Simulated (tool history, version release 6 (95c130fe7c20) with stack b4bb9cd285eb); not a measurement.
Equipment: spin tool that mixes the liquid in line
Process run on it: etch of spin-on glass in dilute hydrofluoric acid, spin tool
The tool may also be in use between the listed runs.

| run | hour | temperature setpoint of the liquid (C) | parts of water to one part of 49 % hydrofluoric acid (parts by volume) | time under the liquid (s) | thickness taken off the spin-on glass on a monitor wafer (Å) |
|---|---|---|---|---|---|
| 1 | 0.0 | 24.0 | 205 | 15 | 26.669 |
| 2 | 7.8 | 24.0 | 155 | 15 | 37.330 |
| 3 | 12.8 | 24.0 | 155 | 15 | 37.381 |
| 4 | 14.8 | 20.5 | 155 | 15 | 32.717 |
| 5 | 16.2 | 23.0 | 155 | 15 | 35.758 |
| 6 | 22.5 | 25.0 | 155 | 15 | 38.782 |
|  | 30.0 | thermometer replaced |
| 7 | 30.0 | 29.0 | 155 | 15 | 49.187 |

Expected results for the next run?
| 8 | 33.3 | 28.5 | 155 | 15 | ? |

For run 8 the tool returned thickness taken off the spin-on glass on a monitor wafer (Å) 48.729.
